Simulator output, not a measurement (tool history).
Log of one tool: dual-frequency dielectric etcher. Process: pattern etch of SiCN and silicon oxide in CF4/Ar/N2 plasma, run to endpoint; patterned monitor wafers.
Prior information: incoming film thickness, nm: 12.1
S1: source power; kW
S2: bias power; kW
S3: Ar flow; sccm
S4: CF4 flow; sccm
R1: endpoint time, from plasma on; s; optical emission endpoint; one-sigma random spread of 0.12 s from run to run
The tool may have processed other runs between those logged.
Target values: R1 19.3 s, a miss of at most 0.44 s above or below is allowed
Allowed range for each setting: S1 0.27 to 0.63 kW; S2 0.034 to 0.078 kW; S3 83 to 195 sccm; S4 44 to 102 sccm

Run 1, hour 0: S1 0.45 kW, S2 0.056 kW, S3 139 sccm, S4 73 sccm. Result: R1 15.988 s.
Run 2, hour 5.6: S1 0.42 kW, S2 0.056 kW, S3 139 sccm, S4 73 sccm. Result: R1 16.956 s.
Run 3, hour 9.9: S1 0.48 kW, S2 0.056 kW, S3 139 sccm, S4 73 sccm. Result: R1 15.346 s.
Run 4, hour 11.9: S1 0.44 kW, S2 0.055 kW, S3 139 sccm, S4 73 sccm. Result: R1 16.306 s.
Run 5, hour 18.2: S1 0.44 kW, S2 0.055 kW, S3 124 sccm, S4 73 sccm. Result: R1 15.722 s.
Run 6, hour 22.8: S1 0.4 kW, S2 0.054 kW, S3 124 sccm, S4 73 sccm. Result: R1 16.919 s.
Run 7, hour 28.2: S1 0.37 kW, S2 0.053 kW, S3 124 sccm, S4 73 sccm. Result: R1 18.43 s.
Run 8, hour 36.8: S1 0.36 kW, S2 0.053 kW, S3 124 sccm, S4 73 sccm. Result: R1 18.437 s.

Consider the 5 candidate settings below. Which is the only one whose results all fall within their allowed miss of target?
Run A, hour 45.4: S1 0.38 kW, S2 0.05 kW, S3 147 sccm, S4 69 sccm. Result: R1 ?.
Run B, hour 45.4: S1 0.32 kW, S2 0.058 kW, S3 124 sccm, S4 64 sccm. Result: R1 ?.
Run C, hour 45.4: S1 0.35 kW, S2 0.043 kW, S3 121 sccm, S4 69 sccm. Result: R1 ?.
Run D, hour 45.4: S1 0.4 kW, S2 0.054 kW, S3 149 sccm, S4 67 sccm. Result: R1 ?.
Run E, hour 45.4: S1 0.38 kW, S2 0.051 kW, S3 119 sccm, S4 79 sccm. Result: R1 ?.

move      R1
   A  19.347
   B  20.222
   C   20.33
   D   18.33
   E  17.691
A: in spec on every target
B: moves the result that the last run missed by most past its target, out the other side
C: moves the result that the last run missed by most past its target, out the other side
D: the biggest miss grows against the last run
E: the biggest miss grows against the last run
A is the move that brings every result within its allowed miss.
